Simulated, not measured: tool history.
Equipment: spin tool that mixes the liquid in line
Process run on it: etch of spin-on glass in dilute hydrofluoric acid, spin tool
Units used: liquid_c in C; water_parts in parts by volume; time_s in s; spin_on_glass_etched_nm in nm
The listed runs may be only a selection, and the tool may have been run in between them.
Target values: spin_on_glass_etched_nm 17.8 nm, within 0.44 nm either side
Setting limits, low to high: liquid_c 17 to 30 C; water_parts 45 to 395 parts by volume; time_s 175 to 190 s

| run | day | liquid_c | water_parts | time_s | spin_on_glass_etched_nm |
|---|---|---|---|---|---|
| 1 | 0 | 22 | 220 | 175 | 31.409 |
| 2 | 0.154 | 22 | 265 | 175 | 24.811 |
| 3 | 0.454 | 22 | 265 | 175 | 24.828 |
| 4 | 0.788 | 22 | 265 | 190 | 26.982 |
| 5 | 1.071 | 22 | 230 | 190 | 31.867 |
| 6 | 1.346 | 22 | 185 | 190 | 41.829 |
| 7 | 1.488 | 21.5 | 200 | 190 | 37.58 |
| 8 | 1.838 | 21 | 210 | 190 | 34.807 |
| 9 | 2.062 | 20.5 | 220 | 190 | 32.011 |
| 10 | 2.221 | 20 | 230 | 190 | 29.951 |
| 11 | 2.354 | 19.5 | 240 | 190 | 27.949 |
| 12 | 2.512 | 19.5 | 245 | 190 | 27.197 |
| 13 | 2.792 | 19.5 | 250 | 190 | 26.5 |

Of the 5 settings listed for the next run, only one would bring every result within its allowed miss of target. Which one?
| A | 3.071 | 17.5 | 180 | 190 | ? |
| B | 3.071 | 19.5 | 335 | 175 | ? |
| C | 3.071 | 18.5 | 310 | 175 | ? |
| D | 3.071 | 20 | 335 | 175 | ? |
| E | 3.071 | 18.5 | 350 | 175 | ? |

| move | spin_on_glass_etched_nm |
|---|---|
| A | 36.453 |
| B | 16.937 |
| C | 18.028 |
| D | 17.244 |
| E | 15.438 |
A: further off than the last run
B: pushes the last run's worst result past its target
C: each result inside its tolerance
D: pushes the last run's worst result past its target
E: pushes the last run's worst result past its target
So the answer is move C, the one that meets all the targets.

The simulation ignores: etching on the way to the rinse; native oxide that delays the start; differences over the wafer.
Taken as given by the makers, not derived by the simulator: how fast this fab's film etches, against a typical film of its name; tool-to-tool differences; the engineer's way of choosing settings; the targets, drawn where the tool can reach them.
